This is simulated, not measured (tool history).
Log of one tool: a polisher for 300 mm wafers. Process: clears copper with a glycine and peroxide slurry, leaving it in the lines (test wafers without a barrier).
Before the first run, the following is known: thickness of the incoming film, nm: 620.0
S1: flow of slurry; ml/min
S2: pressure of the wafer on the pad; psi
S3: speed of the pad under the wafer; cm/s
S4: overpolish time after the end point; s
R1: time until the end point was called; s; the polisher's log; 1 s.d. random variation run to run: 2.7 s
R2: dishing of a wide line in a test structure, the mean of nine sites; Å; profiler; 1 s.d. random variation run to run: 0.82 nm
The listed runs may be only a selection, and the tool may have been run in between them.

| run | hour | S1 | S2 | S3 | S4 | R1 | R2 |
|---|---|---|---|---|---|---|---|
| 1 | 0 | 265 | 2.8 | 128 | 13 | 98.67 | 553.88 |
| 2 | 2.8 | 265 | 2.6 | 122 | 13 | 104.11 | 530.09 |
| 3 | 11.6 | 265 | 2.6 | 122 | 18 | 107.35 | 697.35 |
| 4 | 15.8 | 265 | 3.1 | 122 | 18 | 91.251 | 776.7 |
| 5 | 21.7 | 265 | 3.1 | 104 | 18 | 106.69 | 744.09 |
| 6 | 24.1 | 265 | 3.1 | 104 | 20 | 108.03 | 762.45 |

Run 7 has not been measured yet. What should we expect?
| 7 | 31.7 | 255 | 2.3 | 68 | 16 | ? | ? |

Run 7 yielded R1 186.56 s, R2 411.45 Å.

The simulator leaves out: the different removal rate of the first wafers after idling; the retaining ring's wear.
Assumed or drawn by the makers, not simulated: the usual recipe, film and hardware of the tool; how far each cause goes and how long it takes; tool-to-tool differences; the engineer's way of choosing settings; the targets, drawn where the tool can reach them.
